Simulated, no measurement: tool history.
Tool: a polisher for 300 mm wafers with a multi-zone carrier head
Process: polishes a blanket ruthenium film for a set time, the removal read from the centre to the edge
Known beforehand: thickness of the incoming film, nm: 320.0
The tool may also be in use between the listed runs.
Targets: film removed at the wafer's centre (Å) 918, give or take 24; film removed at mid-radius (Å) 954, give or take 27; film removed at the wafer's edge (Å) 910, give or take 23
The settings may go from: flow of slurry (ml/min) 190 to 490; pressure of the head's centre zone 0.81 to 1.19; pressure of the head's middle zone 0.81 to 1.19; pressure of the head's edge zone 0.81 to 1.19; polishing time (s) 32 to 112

| run | hour | flow of slurry (ml/min) | pressure of the head's centre zone | pressure of the head's middle zone | pressure of the head's edge zone | polishing time (s) | film removed at the wafer's centre (Å) | film removed at mid-radius (Å) | film removed at the wafer's edge (Å) |
|---|---|---|---|---|---|---|---|---|---|
| 1 | 0 | 315 | 1 | 1 | 1 | 72 | 661.67 | 638.29 | 659.62 |
| 2 | 5.6 | 315 | 1 | 1 | 1 | 66 | 607.08 | 599.07 | 601.38 |
| 3 | 12.6 | 315 | 1.07 | 1 | 1 | 66 | 645.69 | 587.62 | 604.34 |
| 4 | 14.4 | 245 | 1.07 | 1 | 1 | 66 | 631.51 | 574.42 | 596.14 |
| 5 | 21.4 | 245 | 1.07 | 1 | 1 | 77 | 732.06 | 671.93 | 692.26 |
| 6 | 24.9 | 245 | 1.07 | 1 | 1 | 66 | 632.92 | 576.99 | 594.03 |
| 7 | 28.7 | 260 | 1.08 | 1.04 | 1.03 | 71 | 693.15 | 642.51 | 648 |
| 8 | 35.6 | 270 | 1.07 | 1.07 | 1.06 | 75 | 727.43 | 696.23 | 685.14 |
| 9 | 42.7 | 265 | 1.02 | 1.14 | 1.16 | 95 | 855.28 | 920.78 | 909.03 |
| 10 | 50.8 | 275 | 1.03 | 1.14 | 1.16 | 95 | 892.16 | 942.37 | 918.38 |
| 11 | 51.7 | 280 | 1.03 | 1.14 | 1.16 | 95 | 883.38 | 948.94 | 914.91 |

Below are 4 possible settings for the next run. Only one of them brings all results inside the allowed miss of their targets. Which is it?
| A | 52.6 | 320 | 1.03 | 1.18 | 1.18 | 93 | ? | ? | ? |
| B | 52.6 | 240 | 1.04 | 1.12 | 1.06 | 100 | ? | ? | ? |
| C | 52.6 | 440 | 1.03 | 1.19 | 1.07 | 95 | ? | ? | ? |
| D | 52.6 | 255 | 1.04 | 1.19 | 1.19 | 93 | ? | ? | ? |

| move | film removed at the wafer's centre (Å) | film removed at mid-radius (Å) | film removed at the wafer's edge (Å) |
|---|---|---|---|
| A | 881.77 | 960.56 | 921.3 |
| B | 926.13 | 959.55 | 917.84 |
| C | 925.51 | 1013.1 | 912.17 |
| D | 868.37 | 945.67 | 909.47 |
A: no better and no worse than the last run
B: in spec on every target
C: brings the result that was furthest off to its target, and leaves another outside
D: moves away from the targets compared with the last run
B meets every target.
